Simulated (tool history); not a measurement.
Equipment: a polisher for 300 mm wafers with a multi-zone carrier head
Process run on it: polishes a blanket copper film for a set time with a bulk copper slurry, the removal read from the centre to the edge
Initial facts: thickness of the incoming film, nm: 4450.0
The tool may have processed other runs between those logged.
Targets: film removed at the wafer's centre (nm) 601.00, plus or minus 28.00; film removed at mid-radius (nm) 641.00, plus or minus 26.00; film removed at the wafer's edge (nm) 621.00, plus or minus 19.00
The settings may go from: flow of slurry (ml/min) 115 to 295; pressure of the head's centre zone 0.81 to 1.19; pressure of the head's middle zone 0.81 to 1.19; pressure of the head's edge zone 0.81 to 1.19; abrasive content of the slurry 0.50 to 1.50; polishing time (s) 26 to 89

run	hour	flow of slurry (ml/min)	pressure of the head's centre zone	pressure of the head's middle zone	pressure of the head's edge zone	abrasive content of the slurry	polishing time (s)	film removed at the wafer's centre (nm)	film removed at mid-radius (nm)	film removed at the wafer's edge (nm)
1	0.0	190	1.00	1.00	1.00	1.00	57	548.06	549.44	548.81
2	5.4	205	1.00	1.03	1.03	1.05	57	558.13	557.46	560.55
3	8.1	185	1.00	1.03	1.03	1.05	57	530.55	565.05	558.44
4	12.6	195	1.01	1.05	1.05	1.15	58	575.24	592.10	581.77
5	20.4	195	1.01	1.05	1.05	1.15	68	681.14	695.91	687.21
6	22.6	195	1.01	1.05	1.05	1.30	68	691.75	718.87	703.17
7	27.9	195	1.01	1.05	1.05	1.30	68	678.26	702.68	701.85
8	31.2	185	1.00	1.04	1.02	1.20	67	671.64	702.35	677.59
9	32.8	180	0.99	1.03	1.02	1.10	66	650.61	665.08	643.99
10	39.3	175	0.97	1.03	1.03	1.10	66	630.69	659.05	644.37
11	43.8	170	0.96	1.03	1.03	1.05	66	607.44	660.66	634.79
12	45.8	170	0.96	1.02	1.03	1.05	66	596.01	647.58	638.72

Exactly one of the 4 candidate moves below puts every result within its allowed miss. Which one?
A	47.8	115	0.90	1.05	1.05	1.15	69	?	?	?
B	47.8	125	0.90	1.09	1.07	0.70	72	?	?	?
C	47.8	185	0.91	1.01	1.08	1.05	68	?	?	?
D	47.8	180	0.98	1.07	1.04	1.05	63	?	?	?

move	film removed at the wafer's centre (nm)	film removed at mid-radius (nm)	film removed at the wafer's edge (nm)
A	572.01	661.84	680.39
B	536.44	634.23	641.54
C	587.55	653.06	688.51
D	585.05	624.72	624.49
A: further off than the last run
B: further off than the last run
C: further off than the last run
D: in spec on every target
The right move is D.

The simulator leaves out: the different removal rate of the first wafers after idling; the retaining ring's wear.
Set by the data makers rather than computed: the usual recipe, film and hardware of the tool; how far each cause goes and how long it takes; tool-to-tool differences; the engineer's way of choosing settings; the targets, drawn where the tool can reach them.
